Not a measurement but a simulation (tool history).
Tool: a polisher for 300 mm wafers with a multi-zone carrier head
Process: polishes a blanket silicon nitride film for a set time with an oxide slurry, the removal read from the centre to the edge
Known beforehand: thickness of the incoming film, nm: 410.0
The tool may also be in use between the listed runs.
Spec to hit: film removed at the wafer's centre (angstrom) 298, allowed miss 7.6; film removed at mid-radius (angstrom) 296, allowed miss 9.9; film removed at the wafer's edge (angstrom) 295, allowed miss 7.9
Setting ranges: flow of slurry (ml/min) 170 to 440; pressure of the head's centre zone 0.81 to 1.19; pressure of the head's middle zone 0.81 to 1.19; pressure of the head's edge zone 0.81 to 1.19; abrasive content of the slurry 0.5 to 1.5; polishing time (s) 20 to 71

| run | hour | flow of slurry (ml/min) | pressure of the head's centre zone | pressure of the head's middle zone | pressure of the head's edge zone | abrasive content of the slurry | polishing time (s) | film removed at the wafer's centre (angstrom) | film removed at mid-radius (angstrom) | film removed at the wafer's edge (angstrom) |
|---|---|---|---|---|---|---|---|---|---|---|
| 1 | 0 | 280 | 1 | 1 | 1 | 1 | 45 | 330.61 | 325.65 | 322.34 |
| 2 | 4.5 | 280 | 1 | 1 | 1 | 1 | 53 | 385.93 | 378.25 | 383.52 |
| 3 | 11.4 | 280 | 0.98 | 0.98 | 0.96 | 0.9 | 53 | 364.74 | 362.63 | 357.94 |
| 4 | 18.8 | 270 | 0.95 | 0.94 | 0.93 | 0.8 | 53 | 334.64 | 324.68 | 331.79 |
| 5 | 19.6 | 260 | 0.93 | 0.93 | 0.9 | 0.8 | 53 | 318.7 | 319.04 | 331.32 |
| 6 | 23.4 | 260 | 0.93 | 0.87 | 0.9 | 0.8 | 53 | 328.2 | 309.1 | 328.15 |
| 7 | 25.5 | 265 | 0.93 | 0.89 | 0.87 | 0.75 | 53 | 314.68 | 307.57 | 317.8 |
|  | 30.3 | worn pad replaced by a new one |
| 8 | 30.3 | 235 | 0.95 | 0.91 | 0.81 | 0.65 | 53 | 312.99 | 306.1 | 293.72 |
| 9 | 37.7 | 235 | 0.94 | 0.9 | 0.81 | 0.65 | 53 | 309.41 | 299.54 | 300.32 |
| 10 | 43.5 | 235 | 0.93 | 0.91 | 0.81 | 0.6 | 53 | 299.93 | 292.6 | 287.07 |

Which single option among these 4 for the next run brings every result within its allowed miss of target? Just one does.
| A | 49.3 | 180 | 0.95 | 0.94 | 0.88 | 0.5 | 59 | ? | ? | ? |
| B | 49.3 | 170 | 0.91 | 0.94 | 0.82 | 0.55 | 56 | ? | ? | ? |
| C | 49.3 | 235 | 0.96 | 0.89 | 0.82 | 0.55 | 53 | ? | ? | ? |
| D | 49.3 | 260 | 1.03 | 0.96 | 0.81 | 0.6 | 50 | ? | ? | ? |

| move | film removed at the wafer's centre (angstrom) | film removed at mid-radius (angstrom) | film removed at the wafer's edge (angstrom) |
|---|---|---|---|
| A | 298.84 | 293.18 | 295.11 |
| B | 287.43 | 293.69 | 286.65 |
| C | 292.57 | 272.61 | 275.76 |
| D | 312.43 | 287.83 | 273.3 |
A: hits every target within its allowed miss
B: further off than the last run
C: further off than the last run
D: further off than the last run
The move that meets every target is A.
